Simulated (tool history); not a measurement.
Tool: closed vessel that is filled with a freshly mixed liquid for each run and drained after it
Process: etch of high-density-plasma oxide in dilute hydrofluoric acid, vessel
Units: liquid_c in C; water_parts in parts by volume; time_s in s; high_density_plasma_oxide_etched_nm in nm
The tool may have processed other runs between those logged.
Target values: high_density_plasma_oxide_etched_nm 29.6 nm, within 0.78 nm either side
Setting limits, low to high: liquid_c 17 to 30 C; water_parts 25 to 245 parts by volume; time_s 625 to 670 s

| run | hour | liquid_c | water_parts | time_s | high_density_plasma_oxide_etched_nm |
|---|---|---|---|---|---|
| 1 | 0 | 22 | 135 | 625 | 35.433 |
| 2 | 3.4 | 25 | 135 | 625 | 39.75 |
| 3 | 6.5 | 22.5 | 135 | 625 | 36.386 |
| 4 | 7.7 | 20 | 135 | 625 | 32.958 |
| 5 | 13.1 | 20 | 135 | 670 | 35.432 |
| 6 | 20.5 | 20 | 135 | 670 | 35.41 |
| 7 | 26.4 | 19 | 135 | 670 | 34.047 |
| 8 | 33.1 | 18.5 | 135 | 670 | 33.628 |
| 9 | 41.6 | 17 | 145 | 670 | 28.373 |

Consider the 5 candidate settings below. Which is the only one whose results all fall within their allowed miss of target?
| A | 50.1 | 17 | 125 | 625 | ? |
| B | 50.1 | 17 | 145 | 625 | ? |
| C | 50.1 | 17 | 150 | 670 | ? |
| D | 50.1 | 17 | 140 | 635 | ? |
| E | 50.1 | 18.5 | 140 | 625 | ? |

| move | high_density_plasma_oxide_etched_nm |
|---|---|
| A | 31.643 |
| B | 26.745 |
| C | 27.58 |
| D | 28.281 |
| E | 29.598 |
A: takes the result that was furthest off past its target
B: moves away from the targets compared with the last run
C: moves away from the targets compared with the last run
D: moves away from the targets compared with the last run
E: every result within its allowed miss
The right move is E.
